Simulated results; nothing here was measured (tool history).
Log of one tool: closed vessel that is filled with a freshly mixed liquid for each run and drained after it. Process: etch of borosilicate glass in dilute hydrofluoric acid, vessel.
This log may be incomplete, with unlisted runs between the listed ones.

run	hour	temperature setpoint of the liquid (K)	parts of water to one part of 49 % hydrofluoric acid (parts by volume)	time in the liquid (s)	thickness taken off the borosilicate glass on a monitor wafer (nm)
1	0.0	295.15	245	70	6.5161
2	3.2	295.15	165	70	10.5440
3	4.5	294.15	225	70	6.9385
4	6.8	293.15	265	70	5.5654
5	14.0	292.65	305	70	4.5648
6	20.3	292.15	340	70	3.8609
7	23.8	291.65	365	65	3.1445

For run 8, what comes out?
# hour 28.2: thermometer replaced
8	28.2	291.15	385	65	?

{"run 8": {"thickness taken off the borosilicate glass on a monitor wafer (nm)": 2.7577}}

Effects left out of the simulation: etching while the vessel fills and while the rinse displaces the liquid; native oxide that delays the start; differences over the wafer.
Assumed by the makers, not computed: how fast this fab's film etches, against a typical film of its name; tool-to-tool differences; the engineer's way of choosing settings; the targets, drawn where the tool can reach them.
